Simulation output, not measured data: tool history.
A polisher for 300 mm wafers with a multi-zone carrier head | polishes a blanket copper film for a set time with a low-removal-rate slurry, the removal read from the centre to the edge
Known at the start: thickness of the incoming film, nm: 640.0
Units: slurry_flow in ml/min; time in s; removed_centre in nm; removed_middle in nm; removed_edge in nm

Run 1, hour 0.0: slurry_flow 130 ml/min, centre_zone 1.00, middle_zone 1.00, edge_zone 1.00, slurry_solids 1.00, time 49 s. Result: removed_centre 244.09 nm, removed_middle 249.55 nm, removed_edge 251.49 nm.
Run 2, hour 6.1: slurry_flow 130 ml/min, centre_zone 0.93, middle_zone 1.00, edge_zone 1.00, slurry_solids 1.00, time 49 s. Result: removed_centre 224.92 nm, removed_middle 249.59 nm, removed_edge 246.72 nm.
Run 3, hour 7.4: slurry_flow 120 ml/min, centre_zone 0.94, middle_zone 0.98, edge_zone 0.96, slurry_solids 0.95, time 49 s. Result: removed_centre 218.88 nm, removed_middle 230.08 nm, removed_edge 236.38 nm.
Run 4, hour 15.8: slurry_flow 120 ml/min, centre_zone 0.95, middle_zone 0.99, edge_zone 0.93, slurry_solids 0.95, time 49 s. Result: removed_centre 223.79 nm, removed_middle 238.41 nm, removed_edge 232.19 nm.
Run 5, hour 23.2: slurry_flow 135 ml/min, centre_zone 0.95, middle_zone 0.99, edge_zone 0.93, slurry_solids 0.95, time 49 s. Result: removed_centre 228.19 nm, removed_middle 244.20 nm, removed_edge 235.63 nm.
Run 6, hour 25.2: slurry_flow 135 ml/min, centre_zone 0.95, middle_zone 0.99, edge_zone 0.93, slurry_solids 0.85, time 49 s. Result: removed_centre 221.58 nm, removed_middle 233.53 nm, removed_edge 229.10 nm.
Run 7, hour 31.7: slurry_flow 130 ml/min, centre_zone 0.96, middle_zone 0.98, edge_zone 0.91, slurry_solids 0.85, time 49 s. Result: removed_centre 222.82 nm, removed_middle 233.06 nm, removed_edge 224.99 nm.

Forecast run 8:
Run 8, hour 39.2: slurry_flow 125 ml/min, centre_zone 0.97, middle_zone 0.97, edge_zone 0.90, slurry_solids 0.85, time 49 s. Result: removed_centre ?, removed_middle ?, removed_edge ?.

{"run 8": {"removed_centre": 222.78, "removed_middle": 228.47, "removed_edge": 220.56}}
